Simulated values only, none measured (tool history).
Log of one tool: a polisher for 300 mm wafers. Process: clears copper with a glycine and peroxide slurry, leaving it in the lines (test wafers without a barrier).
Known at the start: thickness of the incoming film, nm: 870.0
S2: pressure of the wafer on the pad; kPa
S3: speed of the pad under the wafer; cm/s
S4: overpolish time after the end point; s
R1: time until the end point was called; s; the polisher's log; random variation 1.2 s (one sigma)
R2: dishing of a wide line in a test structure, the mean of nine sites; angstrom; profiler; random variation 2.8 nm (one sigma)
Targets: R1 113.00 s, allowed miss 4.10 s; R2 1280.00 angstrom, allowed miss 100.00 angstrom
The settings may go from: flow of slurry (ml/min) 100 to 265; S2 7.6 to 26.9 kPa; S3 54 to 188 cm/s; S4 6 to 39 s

{"run": 1, "day": 0.0, "flow of slurry (ml/min)": 170, "S2": 17.2, "S3": 120, "S4": 20, "R1": 149.94, "R2": 735.93}
{"run": 2, "day": 0.042, "flow of slurry (ml/min)": 170, "S2": 18.6, "S3": 120, "S4": 22, "R1": 142.53, "R2": 825.35}
{"run": 3, "day": 0.412, "flow of slurry (ml/min)": 170, "S2": 18.6, "S3": 130, "S4": 22, "R1": 130.76, "R2": 813.62}
{"run": 4, "day": 0.442, "flow of slurry (ml/min)": 145, "S2": 18.6, "S3": 130, "S4": 22, "R1": 135.86, "R2": 849.92}
{"run": 5, "day": 0.812, "flow of slurry (ml/min)": 150, "S2": 19.3, "S3": 130, "S4": 24, "R1": 130.91, "R2": 978.75}
{"day": 0.9, "done": "worn pad replaced by a new one"}
{"run": 6, "day": 0.9, "flow of slurry (ml/min)": 155, "S2": 20.0, "S3": 130, "S4": 25, "R1": 116.61, "R2": 1059.7}
{"run": 7, "day": 1.042, "flow of slurry (ml/min)": 150, "S2": 20.0, "S3": 130, "S4": 26, "R1": 115.15, "R2": 1064.6}
{"run": 8, "day": 1.208, "flow of slurry (ml/min)": 150, "S2": 20.0, "S3": 130, "S4": 26, "R1": 117.03, "R2": 1049.2}
{"run": 9, "day": 1.529, "flow of slurry (ml/min)": 145, "S2": 20.0, "S3": 130, "S4": 27, "R1": 118.57, "R2": 1101.6}

4 next moves are on the table. One of them brings every result within its allowed miss. Which?
{"run": "A", "day": 1.85, "flow of slurry (ml/min)": 145, "S2": 20.0, "S3": 144, "S4": 19, "R1": "?", "R2": "?"}
{"run": "B", "day": 1.85, "flow of slurry (ml/min)": 140, "S2": 20.7, "S3": 120, "S4": 31, "R1": "?", "R2": "?"}
{"run": "C", "day": 1.85, "flow of slurry (ml/min)": 170, "S2": 20.0, "S3": 128, "S4": 33, "R1": "?", "R2": "?"}
{"run": "D", "day": 1.85, "flow of slurry (ml/min)": 160, "S2": 18.6, "S3": 144, "S4": 17, "R1": "?", "R2": "?"}

move=A R1=107.07 R2=874.22
move=B R1=122.66 R2=1129.90
move=C R1=115.17 R2=1215.00
move=D R1=111.82 R2=773.79
A: further off than the last run
B: further off than the last run
C: meets every target
D: further off than the last run
Move C is the one to make.
